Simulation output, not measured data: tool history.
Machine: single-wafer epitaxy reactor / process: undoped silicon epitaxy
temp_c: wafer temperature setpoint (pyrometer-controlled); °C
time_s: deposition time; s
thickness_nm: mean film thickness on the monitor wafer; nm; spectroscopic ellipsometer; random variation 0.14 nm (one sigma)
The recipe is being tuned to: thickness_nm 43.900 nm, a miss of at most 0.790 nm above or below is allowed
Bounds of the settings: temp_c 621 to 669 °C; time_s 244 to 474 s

run	hour	temp_c	time_s	thickness_nm
1	0.0	645	359	52.772
2	6.9	649	359	58.115
3	14.3	649	376	61.132
4	17.3	645	376	55.370
5	17.9	635	376	42.866
6	23.4	635	346	39.536
7	30.2	636	346	40.392
8	37.9	637	346	41.109
9	39.3	638	346	42.220
10	44.1	638	346	42.529

Exercise: of the 5 proposed moves below, exactly one satisfies all targets within the stated allowed misses. Which move is it?
A	48.9	640	342	?
B	48.9	638	338	?
C	48.9	640	325	?
D	48.9	634	369	?
E	48.9	637	340	?

move	thickness_nm
A	44.161
B	41.475
C	41.965
D	40.859
E	40.667
A: meets every target
B: misses by more than the last run did
C: misses by more than the last run did
D: misses by more than the last run did
E: misses by more than the last run did
A is the move that brings every result within its allowed miss.
